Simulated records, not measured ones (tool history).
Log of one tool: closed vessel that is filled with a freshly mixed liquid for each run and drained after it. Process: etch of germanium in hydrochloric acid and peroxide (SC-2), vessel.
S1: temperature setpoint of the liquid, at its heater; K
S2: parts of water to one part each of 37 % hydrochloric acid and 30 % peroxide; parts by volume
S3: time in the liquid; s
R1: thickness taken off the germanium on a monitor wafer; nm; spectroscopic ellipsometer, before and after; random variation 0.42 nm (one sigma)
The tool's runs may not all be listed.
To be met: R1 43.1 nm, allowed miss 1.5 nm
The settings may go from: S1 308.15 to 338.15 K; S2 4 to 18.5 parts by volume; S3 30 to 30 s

run	hour	S1	S2	S3	R1
1	0	322.15	10.5	30	71.91
2	7.4	317.65	12.5	30	60.102
3	8.2	317.65	10.5	30	61.922
4	16.6	317.65	13.5	30	59.768
5	20.2	324.15	13.5	30	73.875
6	26.3	324.15	10	30	76.861
7	34.3	319.15	11.5	30	64.04
8	43	315.65	12.5	30	56.751
9	45.9	313.15	13.5	30	52.176
10	53.2	311.65	14.5	30	49.571
11	59.5	310.65	15.5	30	47.011
12	68.4	309.65	15.5	30	45.78

4 next moves are on the table. One of them brings every result within its allowed miss. Which?
A	77.3	308.15	17	30	?
B	77.3	312.65	16.5	30	?
C	77.3	311.15	16	30	?
D	77.3	310.65	18.5	30	?

move	R1
A	43.688
B	50.932
C	48.705
D	46.856
A: meets every target
B: further off than the last run
C: further off than the last run
D: further off than the last run
The right move is A.
